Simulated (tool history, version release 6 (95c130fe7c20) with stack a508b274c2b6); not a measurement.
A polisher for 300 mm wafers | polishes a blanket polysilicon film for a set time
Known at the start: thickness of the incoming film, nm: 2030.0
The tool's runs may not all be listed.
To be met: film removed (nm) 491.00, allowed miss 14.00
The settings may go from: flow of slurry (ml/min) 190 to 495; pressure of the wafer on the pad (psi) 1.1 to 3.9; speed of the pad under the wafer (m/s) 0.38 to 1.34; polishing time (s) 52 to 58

| run | hour | flow of slurry (ml/min) | pressure of the wafer on the pad (psi) | speed of the pad under the wafer (m/s) | polishing time (s) | film removed (nm) |
|---|---|---|---|---|---|---|
| 1 | 0.0 | 320 | 2.5 | 0.86 | 58 | 328.64 |
| 2 | 8.1 | 320 | 2.2 | 0.86 | 58 | 300.03 |
| 3 | 11.6 | 320 | 2.2 | 0.98 | 58 | 333.32 |
| 4 | 20.4 | 320 | 2.3 | 0.98 | 58 | 348.25 |
| 5 | 22.1 | 320 | 2.3 | 0.98 | 52 | 308.55 |
| 6 | 30.0 | 320 | 2.8 | 0.98 | 52 | 372.49 |
| 7 | 32.5 | 320 | 2.9 | 0.98 | 52 | 378.62 |
|  | 36.2 | head pressure recalibrated |
| 8 | 36.2 | 320 | 3.0 | 0.98 | 52 | 422.85 |
| 9 | 36.9 | 320 | 3.2 | 0.98 | 52 | 456.36 |
| 10 | 41.4 | 320 | 3.3 | 0.98 | 52 | 460.03 |
| 11 | 43.6 | 320 | 3.4 | 0.98 | 52 | 472.85 |

4 next moves are on the table. One of them brings every result within its allowed miss. Which?
| A | 45.8 | 295 | 2.8 | 1.04 | 58 | ? |
| B | 45.8 | 325 | 3.1 | 0.94 | 54 | ? |
| C | 45.8 | 300 | 3.8 | 0.84 | 56 | ? |
| D | 45.8 | 315 | 3.4 | 0.90 | 52 | ? |

| move | film removed (nm) |
|---|---|
| A | 462.58 |
| B | 436.82 |
| C | 492.09 |
| D | 439.46 |
A: further off than the last run
B: further off than the last run
C: meets every target
D: further off than the last run
The right move is C.
